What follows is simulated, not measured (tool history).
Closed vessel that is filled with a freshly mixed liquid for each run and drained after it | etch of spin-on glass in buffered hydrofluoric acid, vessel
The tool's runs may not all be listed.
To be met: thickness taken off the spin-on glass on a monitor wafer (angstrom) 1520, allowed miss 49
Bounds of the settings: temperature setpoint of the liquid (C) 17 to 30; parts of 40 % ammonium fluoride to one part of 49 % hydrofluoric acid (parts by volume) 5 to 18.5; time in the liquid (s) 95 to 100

run	hour	temperature setpoint of the liquid (C)	parts of 40 % ammonium fluoride to one part of 49 % hydrofluoric acid (parts by volume)	time in the liquid (s)	thickness taken off the spin-on glass on a monitor wafer (angstrom)
1	0	22	11.5	95	2596.5
2	8.8	25.5	11.5	95	3144.7
3	11.4	23	12.5	95	2511.1
4	18.7	21.5	13	95	2243.3
5	25.7	20.5	13.5	95	2058.5
6	34.7	20.5	13.5	100	2134.3
7	42.4	19.5	14	100	1948.4
8	48.3	19	14.5	100	1840
9	56.2	18.5	15	100	1728.5
10	62	18	15	100	1695.2
11	67.3	17.5	15	100	1652.4

4 next moves are on the table. One of them brings every result within its allowed miss. Which?
A	72.6	17	15	95	?
B	72.6	17	16	95	?
C	72.6	17	17	100	?
D	72.6	17	17.5	100	?

move	thickness taken off the spin-on glass on a monitor wafer (angstrom)
A	1522.7
B	1428.9
C	1416.8
D	1376.9
A: meets every target
B: takes the result that was furthest off past its target
C: takes the result that was furthest off past its target
D: takes the result that was furthest off past its target
Move A is the one to make.
